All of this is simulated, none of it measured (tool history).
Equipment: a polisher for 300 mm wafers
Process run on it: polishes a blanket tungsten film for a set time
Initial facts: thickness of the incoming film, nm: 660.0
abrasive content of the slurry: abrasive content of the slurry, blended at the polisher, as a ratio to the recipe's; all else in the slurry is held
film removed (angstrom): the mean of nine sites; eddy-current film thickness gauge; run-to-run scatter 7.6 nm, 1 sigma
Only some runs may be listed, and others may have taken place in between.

| run | hour | flow of slurry (ml/min) | pressure of the wafer on the pad (kPa) | speed of the pad under the wafer (cm/s) | abrasive content of the slurry | polishing time (s) | film removed (angstrom) |
|---|---|---|---|---|---|---|---|
| 1 | 0.0 | 310 | 16.5 | 124 | 1.0 | 84 | 3466.0 |
| 2 | 3.7 | 310 | 16.5 | 124 | 1.0 | 88 | 3674.9 |
| 3 | 6.2 | 310 | 18.6 | 126 | 1.0 | 88 | 4104.2 |
| 4 | 15.1 | 310 | 14.5 | 126 | 1.0 | 88 | 3294.4 |
| 5 | 21.2 | 310 | 14.5 | 126 | 0.8 | 88 | 3067.6 |
| 6 | 27.8 | 310 | 14.5 | 126 | 0.7 | 88 | 2928.2 |
| 7 | 34.9 | 310 | 17.2 | 130 | 0.7 | 88 | 3614.8 |
| 8 | 42.0 | 310 | 21.4 | 136 | 0.7 | 88 | 4721.9 |

Run 9, settings as shown, results not yet in. Your forecast:
| 9 | 47.1 | 310 | 22.1 | 136 | 0.7 | 88 | ? |

film removed (angstrom): 4824.1
